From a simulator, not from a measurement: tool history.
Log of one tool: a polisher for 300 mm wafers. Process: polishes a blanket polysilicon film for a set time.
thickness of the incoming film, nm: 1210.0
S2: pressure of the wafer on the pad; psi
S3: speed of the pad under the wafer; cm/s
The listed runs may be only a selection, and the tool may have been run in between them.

{"run": 1, "hour": 0.0, "flow of slurry (ml/min)": 125, "S2": 2.1, "S3": 102, "polishing time (s)": 19, "film removed (Å)": 1070.4}
{"run": 2, "hour": 2.8, "flow of slurry (ml/min)": 125, "S2": 2.1, "S3": 82, "polishing time (s)": 19, "film removed (Å)": 868.16}
{"run": 3, "hour": 11.2, "flow of slurry (ml/min)": 150, "S2": 2.1, "S3": 82, "polishing time (s)": 19, "film removed (Å)": 886.04}
{"run": 4, "hour": 13.7, "flow of slurry (ml/min)": 150, "S2": 2.6, "S3": 82, "polishing time (s)": 19, "film removed (Å)": 1051.7}
{"run": 5, "hour": 20.2, "flow of slurry (ml/min)": 150, "S2": 2.8, "S3": 90, "polishing time (s)": 19, "film removed (Å)": 1257.5}
{"hour": 21.5, "done": "worn pad replaced by a new one"}
{"run": 6, "hour": 21.5, "flow of slurry (ml/min)": 170, "S2": 2.8, "S3": 90, "polishing time (s)": 19, "film removed (Å)": 1398.0}
{"run": 7, "hour": 28.6, "flow of slurry (ml/min)": 175, "S2": 2.9, "S3": 90, "polishing time (s)": 19, "film removed (Å)": 1466.5}
{"run": 8, "hour": 32.0, "flow of slurry (ml/min)": 180, "S2": 3.0, "S3": 90, "polishing time (s)": 19, "film removed (Å)": 1487.1}
{"run": 9, "hour": 39.2, "flow of slurry (ml/min)": 185, "S2": 3.1, "S3": 92, "polishing time (s)": 19, "film removed (Å)": 1537.0}

Estimate the outcome of run 10 from the log above:
{"run": 10, "hour": 42.8, "flow of slurry (ml/min)": 185, "S2": 3.1, "S3": 94, "polishing time (s)": 19, "film removed (Å)": "?"}

{"run 10": {"film removed (Å)": 1608.9}}
